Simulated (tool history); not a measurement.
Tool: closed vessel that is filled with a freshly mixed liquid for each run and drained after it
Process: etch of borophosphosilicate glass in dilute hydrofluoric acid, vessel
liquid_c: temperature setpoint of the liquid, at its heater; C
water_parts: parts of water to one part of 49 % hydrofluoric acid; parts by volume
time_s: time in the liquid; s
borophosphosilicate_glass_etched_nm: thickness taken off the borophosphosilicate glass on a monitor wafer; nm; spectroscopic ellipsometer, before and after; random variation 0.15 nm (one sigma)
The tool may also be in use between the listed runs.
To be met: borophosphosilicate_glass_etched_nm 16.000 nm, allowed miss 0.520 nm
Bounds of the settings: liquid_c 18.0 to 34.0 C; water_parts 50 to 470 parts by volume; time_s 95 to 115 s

run,hour,liquid_c,water_parts,time_s,borophosphosilicate_glass_etched_nm
1,0.0,26.0,260,115,19.334
2,4.6,25.5,260,115,19.051
3,11.0,25.5,260,115,18.635
4,12.4,28.5,260,115,20.536
5,16.6,28.5,220,115,25.716
6,21.7,27.5,225,115,24.512
7,29.2,26.5,230,115,22.846
8,33.0,25.5,235,115,21.637
9,35.8,25.0,235,115,20.664
10,37.1,24.5,235,115,20.486
11,44.8,24.0,235,115,20.575
12,46.0,23.5,235,115,19.877
13,49.0,23.0,235,115,19.297

Which of these 4 next moves meets every target?
A,52.0,23.5,240,95,?
B,52.0,21.5,210,115,?
C,52.0,21.0,260,105,?
D,52.0,19.0,225,115,?

move,borophosphosilicate_glass_etched_nm
A,15.938
B,21.108
C,14.552
D,17.651
A: meets every target
B: further off than the last run
C: takes the result that was furthest off past its target
D: nearer than the last run, and not there yet
Move A is the one to make.

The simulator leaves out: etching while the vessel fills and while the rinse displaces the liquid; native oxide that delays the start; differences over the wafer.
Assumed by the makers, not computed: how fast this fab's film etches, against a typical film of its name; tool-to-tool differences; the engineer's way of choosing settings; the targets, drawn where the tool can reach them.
